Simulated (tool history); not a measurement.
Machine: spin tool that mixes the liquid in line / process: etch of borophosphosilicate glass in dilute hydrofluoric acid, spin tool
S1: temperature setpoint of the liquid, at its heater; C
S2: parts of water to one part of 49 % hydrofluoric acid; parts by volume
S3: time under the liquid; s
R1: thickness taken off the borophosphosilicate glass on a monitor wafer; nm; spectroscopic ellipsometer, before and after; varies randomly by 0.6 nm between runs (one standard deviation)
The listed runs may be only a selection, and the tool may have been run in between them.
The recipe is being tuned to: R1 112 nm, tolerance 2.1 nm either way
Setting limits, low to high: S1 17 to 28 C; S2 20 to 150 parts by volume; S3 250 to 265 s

run	day	S1	S2	S3	R1
1	0	20	85	250	72.825
2	0.05	21	85	250	75.227
3	0.079	21	70	250	93.551
4	0.383	21.5	70	250	94.639
5	0.558	22	70	250	96.645
6	0.621	19.5	70	250	87.468
7	0.704	23.5	70	250	103.53
8	0.783	24	70	250	105.32
9	0.929	25	70	250	108.95

Consider the 4 candidate settings below. Which is the only one whose results all fall within their allowed miss of target?
A	1.075	28	80	260	?
B	1.075	18	50	250	?
C	1.075	20.5	55	250	?
D	1.075	24.5	70	250	?

move	R1
A	111.23
B	117.55
C	118.25
D	107.71
A: all results in spec
B: moves the result that the last run missed by most past its target, out the other side
C: moves the result that the last run missed by most past its target, out the other side
D: its largest miss is bigger than the last run's
Answer: A

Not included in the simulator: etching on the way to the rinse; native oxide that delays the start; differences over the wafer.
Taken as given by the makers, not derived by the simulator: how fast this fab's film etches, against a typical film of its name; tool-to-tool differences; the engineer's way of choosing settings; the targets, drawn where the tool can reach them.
